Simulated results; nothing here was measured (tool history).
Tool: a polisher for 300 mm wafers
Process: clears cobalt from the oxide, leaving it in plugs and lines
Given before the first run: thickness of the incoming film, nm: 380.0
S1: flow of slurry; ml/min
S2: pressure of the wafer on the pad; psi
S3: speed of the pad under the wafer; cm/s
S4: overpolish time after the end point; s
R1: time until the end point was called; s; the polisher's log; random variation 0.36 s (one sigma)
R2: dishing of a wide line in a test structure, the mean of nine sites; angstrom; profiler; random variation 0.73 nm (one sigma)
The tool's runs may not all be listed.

run	hour	S1	S2	S3	S4	R1	R2
1	0.0	230	2.5	108	10	64.165	374.03
2	8.1	230	2.5	130	10	53.179	414.84
3	9.4	230	2.5	140	10	50.146	424.91
4	15.9	235	2.6	140	10	48.075	430.15
5	20.0	235	2.7	140	11	46.933	463.64
6	23.0	235	2.8	140	11	45.588	469.11
7	25.5	235	2.8	140	11	44.804	464.55

Estimate the outcome of run 8 from the log above:
8	28.4	235	2.8	140	12	?	?

Run 8 came out at R1 44.788 s, R2 480.43 angstrom.
